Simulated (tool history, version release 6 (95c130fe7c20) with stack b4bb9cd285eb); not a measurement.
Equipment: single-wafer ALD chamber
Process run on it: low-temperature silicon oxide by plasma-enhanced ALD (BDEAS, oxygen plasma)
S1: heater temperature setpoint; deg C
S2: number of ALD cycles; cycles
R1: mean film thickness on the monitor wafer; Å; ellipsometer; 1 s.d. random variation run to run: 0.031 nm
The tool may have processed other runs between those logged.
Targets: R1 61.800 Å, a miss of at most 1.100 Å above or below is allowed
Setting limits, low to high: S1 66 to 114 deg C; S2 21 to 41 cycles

| run | hour | S1 | S2 | R1 |
|---|---|---|---|---|
| 1 | 0.0 | 90 | 31 | 47.429 |
| 2 | 3.1 | 87 | 32 | 49.263 |
| 3 | 3.9 | 84 | 33 | 51.851 |
| 4 | 10.4 | 76 | 33 | 53.104 |
| 5 | 14.9 | 68 | 33 | 54.783 |
| 6 | 17.6 | 68 | 30 | 50.065 |
| 7 | 21.1 | 68 | 31 | 51.115 |
| 8 | 21.9 | 68 | 32 | 53.259 |
| 9 | 24.5 | 68 | 33 | 54.675 |
| 10 | 30.0 | 68 | 34 | 56.754 |
| 11 | 36.5 | 68 | 34 | 56.511 |
| 12 | 43.3 | 67 | 36 | 59.531 |

Pick the move, out of 5, that brings all results within their allowed miss; only one does.
| A | 50.1 | 68 | 35 | ? |
| B | 50.1 | 66 | 39 | ? |
| C | 50.1 | 66 | 36 | ? |
| D | 50.1 | 66 | 37 | ? |
| E | 50.1 | 66 | 35 | ? |

| move | R1 |
|---|---|
| A | 58.100 |
| B | 65.213 |
| C | 60.196 |
| D | 61.868 |
| E | 58.524 |
A: the biggest miss grows against the last run
B: the result that was furthest off in the last run now lies on the other side of its target
C: nearer the targets than the last run, but a result is still out of spec
D: meets every target
E: the biggest miss grows against the last run
Go with D: it meets all targets.

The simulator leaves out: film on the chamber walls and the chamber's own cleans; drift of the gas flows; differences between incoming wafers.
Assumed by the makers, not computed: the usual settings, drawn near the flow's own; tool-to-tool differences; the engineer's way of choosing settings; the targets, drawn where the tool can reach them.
